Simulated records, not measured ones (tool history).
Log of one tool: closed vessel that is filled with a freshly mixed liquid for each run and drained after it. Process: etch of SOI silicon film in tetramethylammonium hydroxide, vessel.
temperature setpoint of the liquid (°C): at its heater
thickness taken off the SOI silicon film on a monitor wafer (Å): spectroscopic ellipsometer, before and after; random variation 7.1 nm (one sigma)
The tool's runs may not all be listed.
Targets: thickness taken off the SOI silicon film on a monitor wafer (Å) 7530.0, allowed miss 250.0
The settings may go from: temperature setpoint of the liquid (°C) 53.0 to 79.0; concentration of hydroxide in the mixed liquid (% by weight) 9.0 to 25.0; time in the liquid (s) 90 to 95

run	hour	temperature setpoint of the liquid (°C)	concentration of hydroxide in the mixed liquid (% by weight)	time in the liquid (s)	thickness taken off the SOI silicon film on a monitor wafer (Å)
1	0.0	66.0	17.0	90	3839.2
2	2.9	66.0	14.5	90	4060.9
3	4.3	66.0	12.5	90	4400.9
4	6.4	66.0	12.5	95	4610.0
5	10.9	66.0	12.5	90	4376.1
6	17.4	68.5	12.5	90	5105.8
# hour 25.2: thermometer replaced
7	25.2	70.0	12.5	90	6110.2
8	27.1	70.5	12.5	90	6305.0
9	35.2	71.0	12.5	90	6398.4
10	39.8	71.5	12.5	90	6770.5
11	42.7	72.0	12.5	90	6858.6

4 next moves are on the table. One of them brings every result within its allowed miss. Which?
A	45.6	73.0	11.0	90	?
B	45.6	71.0	10.5	90	?
C	45.6	71.5	9.0	95	?
D	45.6	68.5	9.5	90	?

move	thickness taken off the SOI silicon film on a monitor wafer (Å)
A	7670.6
B	6941.8
C	7988.7
D	6217.8
A: meets every target
B: nearer than the last run, and not there yet
C: takes the result that was furthest off past its target
D: further off than the last run
Move A is the one to make.
